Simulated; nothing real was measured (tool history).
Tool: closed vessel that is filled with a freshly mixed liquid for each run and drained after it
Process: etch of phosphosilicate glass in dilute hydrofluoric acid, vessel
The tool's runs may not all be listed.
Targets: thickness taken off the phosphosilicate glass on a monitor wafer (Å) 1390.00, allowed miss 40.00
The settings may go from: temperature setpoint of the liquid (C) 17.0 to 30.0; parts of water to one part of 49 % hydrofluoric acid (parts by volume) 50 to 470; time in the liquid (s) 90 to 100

run	hour	temperature setpoint of the liquid (C)	parts of water to one part of 49 % hydrofluoric acid (parts by volume)	time in the liquid (s)	thickness taken off the phosphosilicate glass on a monitor wafer (Å)
1	0.0	22.0	260	90	570.04
2	7.2	23.5	235	90	682.32
3	13.3	23.5	235	90	686.62
4	17.7	26.0	235	90	761.20
# hour 18.8: hydrofluoric acid flow meter replaced
5	18.8	26.0	235	90	665.01
6	25.9	26.0	205	90	802.44
7	32.6	26.5	180	90	955.49
8	39.9	27.0	170	90	1036.40
9	41.7	27.5	160	90	1141.40
10	47.6	28.0	155	90	1203.50
11	55.4	28.5	150	90	1276.70
12	62.0	29.0	150	90	1294.40

4 next moves are on the table. One of them brings every result within its allowed miss. Which?
A	68.6	29.5	180	95	?
B	68.6	28.0	165	100	?
C	68.6	29.0	165	90	?
D	68.6	29.0	150	95	?

move	thickness taken off the phosphosilicate glass on a monitor wafer (Å)
A	1118.10
B	1239.60
C	1156.70
D	1368.80
A: further off than the last run
B: further off than the last run
C: further off than the last run
D: meets every target
The right move is D.

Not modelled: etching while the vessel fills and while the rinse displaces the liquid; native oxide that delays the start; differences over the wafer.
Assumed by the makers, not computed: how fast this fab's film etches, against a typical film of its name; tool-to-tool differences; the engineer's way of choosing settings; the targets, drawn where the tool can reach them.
